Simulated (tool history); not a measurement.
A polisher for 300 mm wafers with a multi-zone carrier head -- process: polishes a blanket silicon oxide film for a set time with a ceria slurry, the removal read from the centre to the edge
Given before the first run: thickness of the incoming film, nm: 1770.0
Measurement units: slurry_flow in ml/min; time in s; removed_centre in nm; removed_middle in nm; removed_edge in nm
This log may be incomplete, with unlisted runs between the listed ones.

run	day	slurry_flow	centre_zone	middle_zone	edge_zone	time	removed_centre	removed_middle	removed_edge
1	0.000	125	1.00	1.00	1.00	46	285.12	270.09	274.44
2	0.200	140	1.01	1.05	1.03	50	321.30	320.87	305.80
3	0.342	140	1.01	1.05	0.97	50	318.97	318.94	298.94
4	0.400	130	1.01	1.05	0.97	50	310.29	311.91	301.04
5	0.438	130	1.01	1.05	0.97	61	381.10	380.56	368.61
6	0.492	130	1.01	1.05	0.89	61	384.34	378.46	348.66
7	0.767	140	1.00	1.07	0.92	61	383.49	385.36	368.87
8	0.892	150	1.01	1.11	0.91	61	393.38	412.77	361.25

What will run 9 give?
9	1.104	155	1.01	1.11	0.93	61	?	?	?

{"run 9": {"removed_centre": 406.6, "removed_middle": 416.36, "removed_edge": 360.59}}
